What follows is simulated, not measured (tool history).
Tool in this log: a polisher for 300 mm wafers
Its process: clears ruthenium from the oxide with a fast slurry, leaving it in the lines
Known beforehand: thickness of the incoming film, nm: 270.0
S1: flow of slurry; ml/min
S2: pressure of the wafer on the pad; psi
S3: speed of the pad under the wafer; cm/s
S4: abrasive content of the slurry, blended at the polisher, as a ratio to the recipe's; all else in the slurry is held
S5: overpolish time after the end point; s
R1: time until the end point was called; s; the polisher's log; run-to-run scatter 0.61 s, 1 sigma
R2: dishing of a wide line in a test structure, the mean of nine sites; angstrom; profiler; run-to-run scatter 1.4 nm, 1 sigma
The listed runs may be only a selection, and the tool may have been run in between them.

{"run": 1, "day": 0.0, "S1": 285, "S2": 2.7, "S3": 108, "S4": 1.0, "S5": 15, "R1": 59.457, "R2": 602.84}
{"run": 2, "day": 0.079, "S1": 285, "S2": 2.7, "S3": 132, "S4": 1.0, "S5": 15, "R1": 49.303, "R2": 724.13}
{"run": 3, "day": 0.425, "S1": 285, "S2": 2.5, "S3": 132, "S4": 1.0, "S5": 16, "R1": 52.242, "R2": 706.67}
{"run": 4, "day": 0.496, "S1": 340, "S2": 2.5, "S3": 132, "S4": 1.0, "S5": 16, "R1": 52.519, "R2": 718.45}
{"run": 5, "day": 0.546, "S1": 305, "S2": 2.5, "S3": 132, "S4": 1.0, "S5": 16, "R1": 52.405, "R2": 699.91}
{"run": 6, "day": 0.671, "S1": 305, "S2": 2.3, "S3": 132, "S4": 1.0, "S5": 18, "R1": 56.782, "R2": 745.07}
{"run": 7, "day": 0.75, "S1": 305, "S2": 2.2, "S3": 132, "S4": 1.0, "S5": 19, "R1": 59.856, "R2": 729.76}
{"run": 8, "day": 0.775, "S1": 305, "S2": 2.1, "S3": 132, "S4": 1.0, "S5": 20, "R1": 61.63, "R2": 732.78}

For run 9, what comes out?
{"run": 9, "day": 0.983, "S1": 305, "S2": 2.0, "S3": 132, "S4": 1.0, "S5": 21, "R1": "?", "R2": "?"}

Run 9 came out at R1 64.812 s, R2 729.17 angstrom.
